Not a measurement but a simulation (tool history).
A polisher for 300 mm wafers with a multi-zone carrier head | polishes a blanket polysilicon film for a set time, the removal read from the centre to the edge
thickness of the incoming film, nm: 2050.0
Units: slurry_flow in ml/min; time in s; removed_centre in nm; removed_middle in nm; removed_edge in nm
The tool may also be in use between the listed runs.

Run 1, hour 0: slurry_flow 185 ml/min, centre_zone 1, middle_zone 1, edge_zone 1, time 42 s. Result: removed_centre 161.95 nm, removed_middle 181.31 nm, removed_edge 180.76 nm.
Run 2, hour 3.9: slurry_flow 185 ml/min, centre_zone 1, middle_zone 1, edge_zone 1, time 47 s. Result: removed_centre 180.11 nm, removed_middle 209.32 nm, removed_edge 204.48 nm.
Run 3, hour 6.3: slurry_flow 185 ml/min, centre_zone 1, middle_zone 1, edge_zone 1.06, time 47 s. Result: removed_centre 179.89 nm, removed_middle 204.34 nm, removed_edge 209 nm.
Run 4, hour 14.9: slurry_flow 185 ml/min, centre_zone 1, middle_zone 1.06, edge_zone 1.06, time 47 s. Result: removed_centre 182.17 nm, removed_middle 214.12 nm, removed_edge 208.72 nm.
At hour 20.2: centre zone pressure recalibrated.
Run 5, hour 20.2: slurry_flow 185 ml/min, centre_zone 1, middle_zone 1.06, edge_zone 0.98, time 47 s. Result: removed_centre 204.54 nm, removed_middle 213.18 nm, removed_edge 204.4 nm.
Run 6, hour 27.1: slurry_flow 165 ml/min, centre_zone 1.03, middle_zone 0.99, edge_zone 0.97, time 49 s. Result: removed_centre 213.92 nm, removed_middle 207.4 nm, removed_edge 206.93 nm.

The next listed run, before its measurement:
Run 7, hour 34.7: slurry_flow 160 ml/min, centre_zone 1.02, middle_zone 0.94, edge_zone 0.98, time 50 s. Result: removed_centre ?, removed_middle ?, removed_edge ?.

Run 7 gave removed_centre 213.82 nm, removed_middle 206.27 nm, removed_edge 210.56 nm.
